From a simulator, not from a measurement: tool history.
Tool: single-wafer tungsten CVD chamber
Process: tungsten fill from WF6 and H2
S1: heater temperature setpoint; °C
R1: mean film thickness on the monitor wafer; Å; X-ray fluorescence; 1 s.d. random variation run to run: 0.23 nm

Run 1, hour 0.0: S1 390 °C, chamber pressure (mTorr) 41600, deposition time (s) 8.2. Result: R1 268.42 Å.
Run 2, hour 3.3: S1 390 °C, chamber pressure (mTorr) 41600, deposition time (s) 8.2. Result: R1 268.47 Å.
Run 3, hour 10.9: S1 396 °C, chamber pressure (mTorr) 41800, deposition time (s) 8.2. Result: R1 306.22 Å.
Run 4, hour 19.4: S1 400 °C, chamber pressure (mTorr) 41900, deposition time (s) 8.2. Result: R1 333.62 Å.
Run 5, hour 21.6: S1 400 °C, chamber pressure (mTorr) 41900, deposition time (s) 8.2. Result: R1 328.56 Å.
Run 6, hour 22.6: S1 400 °C, chamber pressure (mTorr) 38900, deposition time (s) 8.2. Result: R1 318.23 Å.
Run 7, hour 23.4: S1 403 °C, chamber pressure (mTorr) 39000, deposition time (s) 8.2. Result: R1 336.82 Å.
Run 8, hour 29.4: S1 406 °C, chamber pressure (mTorr) 39100, deposition time (s) 8.2. Result: R1 359.24 Å.
Run 9, hour 34.6: S1 408 °C, chamber pressure (mTorr) 39200, deposition time (s) 8.2. Result: R1 372.60 Å.
Run 10, hour 36.2: S1 409 °C, chamber pressure (mTorr) 39200, deposition time (s) 8.2. Result: R1 378.57 Å.

The next listed run, before its measurement:
Run 11, hour 42.3: S1 410 °C, chamber pressure (mTorr) 39200, deposition time (s) 8.2. Result: R1 ?.

R1: 389.85 Å
